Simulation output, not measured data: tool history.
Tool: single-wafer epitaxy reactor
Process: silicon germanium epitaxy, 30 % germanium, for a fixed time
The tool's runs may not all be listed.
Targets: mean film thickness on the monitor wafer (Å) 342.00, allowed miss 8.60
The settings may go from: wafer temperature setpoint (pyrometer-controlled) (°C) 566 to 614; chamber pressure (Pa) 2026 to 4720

| run | day | wafer temperature setpoint (pyrometer-controlled) (°C) | chamber pressure (Pa) | mean film thickness on the monitor wafer (Å) |
|---|---|---|---|---|
| 1 | 0.000 | 590 | 3373 | 594.74 |
| 2 | 0.233 | 583 | 3373 | 510.91 |
| 3 | 0.329 | 593 | 3373 | 641.14 |
| 4 | 0.683 | 593 | 3893 | 678.17 |
| 5 | 0.775 | 587 | 3893 | 600.08 |
| 6 | 1.083 | 587 | 3386 | 560.19 |
| 7 | 1.296 | 584 | 3333 | 515.71 |
| 8 | 1.450 | 581 | 3320 | 487.21 |
| 9 | 1.571 | 579 | 3280 | 466.34 |
| 10 | 1.875 | 567 | 2640 | 317.89 |

Which of these 5 next moves meets every target?
| A | 2.179 | 578 | 2106 | ? |
| B | 2.179 | 571 | 2920 | ? |
| C | 2.179 | 571 | 2613 | ? |
| D | 2.179 | 577 | 2160 | ? |
| E | 2.179 | 569 | 2106 | ? |

| move | mean film thickness on the monitor wafer (Å) |
|---|---|
| A | 359.16 |
| B | 365.46 |
| C | 345.29 |
| D | 356.26 |
| E | 293.93 |
A: takes the result that was furthest off past its target
B: takes the result that was furthest off past its target
C: meets every target
D: takes the result that was furthest off past its target
E: further off than the last run
Answer: C

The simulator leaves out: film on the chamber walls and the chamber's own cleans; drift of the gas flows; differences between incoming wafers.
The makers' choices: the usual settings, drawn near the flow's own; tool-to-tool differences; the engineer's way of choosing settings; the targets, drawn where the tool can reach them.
